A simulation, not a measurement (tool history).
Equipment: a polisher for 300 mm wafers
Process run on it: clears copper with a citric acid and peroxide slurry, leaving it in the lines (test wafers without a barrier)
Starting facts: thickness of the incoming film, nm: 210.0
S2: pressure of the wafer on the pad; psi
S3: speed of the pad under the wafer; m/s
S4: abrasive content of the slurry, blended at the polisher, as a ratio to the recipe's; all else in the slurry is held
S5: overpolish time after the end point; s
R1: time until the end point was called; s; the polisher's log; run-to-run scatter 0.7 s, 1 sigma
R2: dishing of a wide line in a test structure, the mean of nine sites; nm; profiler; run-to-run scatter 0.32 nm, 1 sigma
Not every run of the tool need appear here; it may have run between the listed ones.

run 1 hour=0 | flow_of_slurry_(ml/min)=285 S2=3.4 S3=1.16 S4=1 S5=23 | R1=74.24 R2=24.607
run 2 hour=6.2 | flow_of_slurry_(ml/min)=285 S2=2.6 S3=1.16 S4=1 S5=23 | R1=93.8 R2=21.224
run 3 hour=13.8 | flow_of_slurry_(ml/min)=285 S2=2.6 S3=1.2 S4=1 S5=21 | R1=93.688 R2=19.454
run 4 hour=20.8 | flow_of_slurry_(ml/min)=310 S2=2.6 S3=1.2 S4=1 S5=21 | R1=91.651 R2=19.808
run 5 hour=27.5 | flow_of_slurry_(ml/min)=325 S2=2.6 S3=1.24 S4=1 S5=19 | R1=87.771 R2=20.023
run 6 hour=36.4 | flow_of_slurry_(ml/min)=325 S2=2.6 S3=1.4 S4=1 S5=19 | R1=77.289 R2=21.48
run 7 hour=42.5 | flow_of_slurry_(ml/min)=305 S2=2.5 S3=1.42 S4=1.05 S5=18 | R1=81.128 R2=19.924
run 8 hour=46.6 | flow_of_slurry_(ml/min)=290 S2=2.5 S3=1.44 S4=1.1 S5=17 | R1=78.283 R2=19.543
run 9 hour=51 | flow_of_slurry_(ml/min)=210 S2=1.9 S3=1.54 S4=1.35 S5=7 | R1=92.936 R2=9.5494
run 10 hour=52.4 | flow_of_slurry_(ml/min)=225 S2=1.9 S3=1.54 S4=1.35 S5=7 | R1=92.54 R2=9.4445
run 11 hour=56.4 | flow_of_slurry_(ml/min)=215 S2=2.7 S3=1.54 S4=1.35 S5=18 | R1=67.704 R2=22.557
run 12 hour=62.7 | flow_of_slurry_(ml/min)=215 S2=2.7 S3=1.54 S4=1.35 S5=17 | R1=67.038 R2=21.758

Run 13, settings as shown, results not yet in. Your forecast:
run 13 hour=67.3 | flow_of_slurry_(ml/min)=215 S2=2.7 S3=1.54 S4=1.35 S5=16 | R1=? R2=?

{"run 13": {"R1": 66.869, "R2": 20.991}}
